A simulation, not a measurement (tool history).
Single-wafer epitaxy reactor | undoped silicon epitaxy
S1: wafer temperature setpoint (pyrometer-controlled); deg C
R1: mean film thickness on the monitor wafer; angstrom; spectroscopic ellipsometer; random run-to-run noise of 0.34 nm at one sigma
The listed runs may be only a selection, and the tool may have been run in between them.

run 1 day=0.000 | S1=635 deposition_time_(s)=488 | R1=653.87
run 2 day=0.200 | S1=635 deposition_time_(s)=460 | R1=615.73
run 3 day=0.221 | S1=635 deposition_time_(s)=417 | R1=558.87
run 4 day=0.342 | S1=635 deposition_time_(s)=444 | R1=593.89
run 5 day=0.546 | S1=640 deposition_time_(s)=444 | R1=678.90
run 6 day=0.850 | S1=642 deposition_time_(s)=444 | R1=711.84

Run 7, settings as shown, results not yet in. Your forecast:
run 7 day=0.888 | S1=643 deposition_time_(s)=444 | R1=?

R1: 734.10 angstrom
